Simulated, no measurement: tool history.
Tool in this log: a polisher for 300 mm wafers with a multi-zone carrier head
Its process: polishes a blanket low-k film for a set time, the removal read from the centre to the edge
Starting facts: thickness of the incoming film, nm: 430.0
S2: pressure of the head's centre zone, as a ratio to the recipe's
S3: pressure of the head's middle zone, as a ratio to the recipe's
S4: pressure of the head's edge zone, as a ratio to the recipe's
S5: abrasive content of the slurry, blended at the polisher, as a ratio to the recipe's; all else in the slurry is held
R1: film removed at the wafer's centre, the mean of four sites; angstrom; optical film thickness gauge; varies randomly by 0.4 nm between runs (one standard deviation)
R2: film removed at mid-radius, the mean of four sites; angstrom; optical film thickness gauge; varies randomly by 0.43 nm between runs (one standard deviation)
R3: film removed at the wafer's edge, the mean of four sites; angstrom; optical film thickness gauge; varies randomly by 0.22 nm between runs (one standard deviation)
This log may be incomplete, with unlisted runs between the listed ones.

Run 1, hour 0.0: flow of slurry (ml/min) 180, S2 1.00, S3 1.00, S4 1.00, S5 1.00, polishing time (s) 62. Result: R1 374.77 angstrom, R2 359.88 angstrom, R3 376.54 angstrom.
Run 2, hour 4.5: flow of slurry (ml/min) 175, S2 0.99, S3 0.99, S4 0.99, S5 1.00, polishing time (s) 62. Result: R1 366.03 angstrom, R2 367.37 angstrom, R3 372.37 angstrom.
Run 3, hour 5.7: flow of slurry (ml/min) 175, S2 0.99, S3 0.99, S4 0.99, S5 1.00, polishing time (s) 47. Result: R1 287.88 angstrom, R2 280.79 angstrom, R3 280.88 angstrom.
Run 4, hour 8.1: flow of slurry (ml/min) 175, S2 0.99, S3 0.99, S4 0.99, S5 0.85, polishing time (s) 47. Result: R1 269.14 angstrom, R2 261.76 angstrom, R3 266.06 angstrom.
Run 5, hour 15.5: flow of slurry (ml/min) 175, S2 0.99, S3 1.07, S4 0.99, S5 0.85, polishing time (s) 47. Result: R1 267.74 angstrom, R2 278.39 angstrom, R3 263.99 angstrom.
Run 6, hour 22.8: flow of slurry (ml/min) 180, S2 0.99, S3 1.07, S4 1.02, S5 0.90, polishing time (s) 47. Result: R1 272.63 angstrom, R2 286.83 angstrom, R3 275.28 angstrom.
Run 7, hour 28.7: flow of slurry (ml/min) 185, S2 1.00, S3 1.06, S4 1.04, S5 0.90, polishing time (s) 47. Result: R1 272.38 angstrom, R2 280.58 angstrom, R3 279.47 angstrom.

Predict the results of run 8:
Run 8, hour 31.0: flow of slurry (ml/min) 190, S2 1.01, S3 1.06, S4 1.06, S5 0.95, polishing time (s) 47. Result: R1 ?, R2 ?, R3 ?.

Run 8 produced R1 285.28 angstrom, R2 289.38 angstrom, R3 286.82 angstrom.

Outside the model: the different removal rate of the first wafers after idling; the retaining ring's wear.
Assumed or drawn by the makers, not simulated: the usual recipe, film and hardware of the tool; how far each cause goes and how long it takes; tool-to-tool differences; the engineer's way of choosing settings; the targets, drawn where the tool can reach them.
